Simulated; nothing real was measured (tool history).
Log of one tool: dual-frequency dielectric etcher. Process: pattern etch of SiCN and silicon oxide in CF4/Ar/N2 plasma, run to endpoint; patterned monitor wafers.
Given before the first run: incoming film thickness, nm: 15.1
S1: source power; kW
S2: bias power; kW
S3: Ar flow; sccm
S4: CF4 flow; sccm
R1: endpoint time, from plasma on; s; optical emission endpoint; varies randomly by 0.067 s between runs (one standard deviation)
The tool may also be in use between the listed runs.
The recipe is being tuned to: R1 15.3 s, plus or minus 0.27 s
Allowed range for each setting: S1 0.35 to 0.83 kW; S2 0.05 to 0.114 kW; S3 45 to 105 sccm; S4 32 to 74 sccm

Run 1, day 0: S1 0.59 kW, S2 0.082 kW, S3 75 sccm, S4 53 sccm. Result: R1 11.808 s.
Run 2, day 0.121: S1 0.55 kW, S2 0.082 kW, S3 75 sccm, S4 53 sccm. Result: R1 12.626 s.
Run 3, day 0.417: S1 0.52 kW, S2 0.082 kW, S3 75 sccm, S4 53 sccm. Result: R1 13.074 s.
Run 4, day 0.5: S1 0.52 kW, S2 0.082 kW, S3 62 sccm, S4 53 sccm. Result: R1 12.73 s.
Run 5, day 0.646: S1 0.52 kW, S2 0.082 kW, S3 52 sccm, S4 53 sccm. Result: R1 12.357 s.
Run 6, day 0.929: S1 0.49 kW, S2 0.082 kW, S3 52 sccm, S4 53 sccm. Result: R1 12.994 s.
Run 7, day 1.083: S1 0.47 kW, S2 0.082 kW, S3 52 sccm, S4 53 sccm. Result: R1 13.362 s.
Run 8, day 1.312: S1 0.45 kW, S2 0.082 kW, S3 52 sccm, S4 53 sccm. Result: R1 13.752 s.
Run 9, day 1.592: S1 0.43 kW, S2 0.082 kW, S3 52 sccm, S4 53 sccm. Result: R1 14.043 s.
Run 10, day 1.817: S1 0.42 kW, S2 0.082 kW, S3 52 sccm, S4 53 sccm. Result: R1 14.389 s.
Run 11, day 2.062: S1 0.41 kW, S2 0.082 kW, S3 52 sccm, S4 53 sccm. Result: R1 14.784 s.
Run 12, day 2.342: S1 0.4 kW, S2 0.082 kW, S3 52 sccm, S4 53 sccm. Result: R1 14.946 s.

Consider the 4 candidate settings below. Which is the only one whose results all fall within their allowed miss of target?
Run A, day 2.621: S1 0.41 kW, S2 0.079 kW, S3 54 sccm, S4 49 sccm. Result: R1 ?.
Run B, day 2.621: S1 0.39 kW, S2 0.075 kW, S3 55 sccm, S4 48 sccm. Result: R1 ?.
Run C, day 2.621: S1 0.42 kW, S2 0.093 kW, S3 65 sccm, S4 46 sccm. Result: R1 ?.
Run D, day 2.621: S1 0.43 kW, S2 0.078 kW, S3 49 sccm, S4 50 sccm. Result: R1 ?.

move      R1
   A   15.22
   B  16.165
   C  14.661
   D  14.535
A: each result inside its tolerance
B: pushes the last run's worst result past its target
C: misses by more than the last run did
D: misses by more than the last run did
A is the move that brings every result within its allowed miss.

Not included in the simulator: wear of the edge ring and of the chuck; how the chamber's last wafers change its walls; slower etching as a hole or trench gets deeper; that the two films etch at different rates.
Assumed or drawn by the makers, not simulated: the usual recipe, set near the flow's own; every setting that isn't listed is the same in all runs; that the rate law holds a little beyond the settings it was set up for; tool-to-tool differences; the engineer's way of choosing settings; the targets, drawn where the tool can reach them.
